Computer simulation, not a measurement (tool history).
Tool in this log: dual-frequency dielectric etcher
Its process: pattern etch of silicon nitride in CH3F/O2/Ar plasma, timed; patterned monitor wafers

run	hour	source power (W)	bias power (W)	etch time (s)	mean etch depth across the wafer (Å)
1	0.0	440	80	73.0	605.07
2	1.9	410	77	73.0	585.28
3	6.6	410	87	73.0	615.75
4	8.7	490	87	73.0	646.16
5	16.4	450	80	73.0	613.20
6	22.1	530	80	73.0	639.48

What does the tool deliver on the next run?
7	27.1	490	74	73.0	?

Logged for run 7: mean etch depth across the wafer (Å) 605.44.
